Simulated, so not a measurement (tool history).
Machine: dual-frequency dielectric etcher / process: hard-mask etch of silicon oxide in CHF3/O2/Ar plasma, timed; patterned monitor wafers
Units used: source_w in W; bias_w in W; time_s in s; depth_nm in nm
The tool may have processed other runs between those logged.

{"run": 1, "hour": 0.0, "source_w": 550, "bias_w": 134, "time_s": 20, "depth_nm": 33.591}
{"run": 2, "hour": 5.4, "source_w": 550, "bias_w": 134, "time_s": 20.5, "depth_nm": 34.392}
{"run": 3, "hour": 9.9, "source_w": 490, "bias_w": 130, "time_s": 20.5, "depth_nm": 32.479}
{"run": 4, "hour": 11.6, "source_w": 450, "bias_w": 129, "time_s": 20.5, "depth_nm": 31.041}
{"run": 5, "hour": 15.4, "source_w": 450, "bias_w": 129, "time_s": 20, "depth_nm": 30.232}
{"run": 6, "hour": 16.4, "source_w": 450, "bias_w": 129, "time_s": 20.5, "depth_nm": 31.04}
{"run": 7, "hour": 21.6, "source_w": 430, "bias_w": 129, "time_s": 20.5, "depth_nm": 30.327}

Run 8, settings as shown, results not yet in. Your forecast:
{"run": 8, "hour": 30.5, "source_w": 370, "bias_w": 127, "time_s": 20.5, "depth_nm": "?"}

depth_nm: 28.325 nm
